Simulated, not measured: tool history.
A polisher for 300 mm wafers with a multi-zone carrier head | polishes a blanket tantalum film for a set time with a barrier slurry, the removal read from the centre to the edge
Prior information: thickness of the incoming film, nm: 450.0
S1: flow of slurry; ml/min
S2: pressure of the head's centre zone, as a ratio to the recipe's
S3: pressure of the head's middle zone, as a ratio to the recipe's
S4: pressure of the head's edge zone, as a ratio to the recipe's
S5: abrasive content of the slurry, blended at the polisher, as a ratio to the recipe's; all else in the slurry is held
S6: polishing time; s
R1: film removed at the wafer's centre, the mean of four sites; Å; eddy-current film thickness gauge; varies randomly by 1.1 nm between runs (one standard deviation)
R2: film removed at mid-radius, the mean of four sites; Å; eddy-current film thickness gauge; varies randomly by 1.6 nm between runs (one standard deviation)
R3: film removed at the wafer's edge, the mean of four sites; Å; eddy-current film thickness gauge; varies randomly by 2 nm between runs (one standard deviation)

run  hour   S1    S2    S3    S4    S5  S6      R1      R2      R3
  1     0  320     1     1     1     1  75  1671.6  1650.8    1691
  2   7.4  320  0.98  1.01  1.04  1.05  75  1680.9  1733.4  1736.6
  3   9.7  320  0.98  1.06  1.04  1.05  75  1664.8  1796.2  1726.9
  4  13.3  320  0.98  1.14  1.04  1.05  75  1686.9  1883.9  1738.3
  5  16.5  320  0.98  1.14  1.04  1.05  91  2025.5  2306.6    2119
     22.5  -- worn pad replaced by a new one
  6  22.5  320  0.98  1.14  0.96  1.05  91  2315.4  2549.8  2283.6
  7  29.8  320  0.98  1.14  0.96  1.05  91  2306.4  2569.5  2245.3
  8  37.3  320  0.97   1.1     1     1  91  2202.3  2401.4  2295.4

What does the tool deliver on the next run?
  9  38.6  295  0.87   1  0.9  0.75  89   ?   ?   ?

Logged for run 9: R1 1831.2 Å, R2 2015.4 Å, R3 1974.6 Å.

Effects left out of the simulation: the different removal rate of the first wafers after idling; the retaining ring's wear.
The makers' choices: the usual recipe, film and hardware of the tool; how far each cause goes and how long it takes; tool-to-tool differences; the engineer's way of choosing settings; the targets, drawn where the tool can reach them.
